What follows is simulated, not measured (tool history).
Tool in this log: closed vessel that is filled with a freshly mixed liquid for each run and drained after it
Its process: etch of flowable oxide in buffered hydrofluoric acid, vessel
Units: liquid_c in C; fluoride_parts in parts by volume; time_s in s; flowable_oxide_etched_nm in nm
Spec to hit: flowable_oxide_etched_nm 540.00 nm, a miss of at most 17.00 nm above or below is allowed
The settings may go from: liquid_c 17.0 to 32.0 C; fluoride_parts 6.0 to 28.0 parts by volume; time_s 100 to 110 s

run,hour,liquid_c,fluoride_parts,time_s,flowable_oxide_etched_nm
1,0.0,24.0,17.0,100,251.27
2,3.3,24.0,13.5,100,312.45
3,4.9,25.0,13.0,100,343.96
4,6.8,26.0,13.0,100,359.99
5,8.5,26.5,13.0,100,368.30
6,14.4,26.5,16.0,100,302.81
7,16.5,27.0,15.5,100,319.92
8,18.1,27.5,15.0,100,341.19
9,18.9,28.0,14.5,100,362.04
10,22.9,28.5,14.0,100,389.62

Consider the 5 candidate settings below. Which is the only one whose results all fall within their allowed miss of target?
A,26.9,27.5,18.0,110,?
B,26.9,30.5,10.0,110,?
C,26.9,28.0,12.0,105,?
D,26.9,28.5,11.0,110,?
E,26.9,32.0,12.5,110,?

move,flowable_oxide_etched_nm
A,310.48
B,646.54
C,452.98
D,530.46
E,562.58
A: misses by more than the last run did
B: takes the biggest miss from the last run beyond its target
C: closer than the last run, but not yet in spec
D: all results land within tolerance of their targets
E: takes the biggest miss from the last run beyond its target
The right move is D.

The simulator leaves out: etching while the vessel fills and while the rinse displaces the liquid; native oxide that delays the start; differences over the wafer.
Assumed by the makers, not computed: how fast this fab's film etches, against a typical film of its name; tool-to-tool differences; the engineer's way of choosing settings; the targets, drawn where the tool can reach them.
